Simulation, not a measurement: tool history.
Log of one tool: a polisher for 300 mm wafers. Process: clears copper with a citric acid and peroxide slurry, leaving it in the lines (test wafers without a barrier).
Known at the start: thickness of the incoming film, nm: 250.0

| run | hour | flow of slurry (ml/min) | pressure of the wafer on the pad (psi) | speed of the pad under the wafer (cm/s) | abrasive content of the slurry | overpolish time after the end point (s) | time until the end point was called (s) | dishing of a wide line in a test structure (angstrom) |
|---|---|---|---|---|---|---|---|---|
| 1 | 0.0 | 165 | 2.0 | 140 | 1.0 | 19 | 132.29 | 231.10 |
| 2 | 3.6 | 125 | 2.0 | 140 | 1.0 | 19 | 143.04 | 225.32 |
| 3 | 10.5 | 125 | 2.0 | 158 | 1.0 | 19 | 123.71 | 253.21 |
| 4 | 16.9 | 100 | 2.0 | 158 | 1.0 | 19 | 127.23 | 243.08 |
| 5 | 22.3 | 100 | 1.9 | 154 | 1.0 | 18 | 137.19 | 205.61 |
| 6 | 29.8 | 100 | 1.9 | 154 | 1.0 | 13 | 140.58 | 158.45 |
| 7 | 31.7 | 100 | 1.9 | 154 | 1.0 | 13 | 138.22 | 159.94 |
| 8 | 32.7 | 100 | 1.8 | 150 | 1.0 | 13 | 149.14 | 147.21 |
| 9 | 39.6 | 100 | 1.7 | 146 | 1.0 | 13 | 164.51 | 137.20 |
| 10 | 47.3 | 100 | 1.6 | 144 | 1.0 | 12 | 175.45 | 112.54 |
| 11 | 54.5 | 100 | 1.5 | 142 | 1.0 | 12 | 191.57 | 113.00 |

Run 12 comes next. What will it give?
| 12 | 62.5 | 100 | 1.4 | 142 | 1.0 | 12 | ? | ? |

Run 12 gave time until the end point was called (s) 198.92, dishing of a wide line in a test structure (angstrom) 104.26.
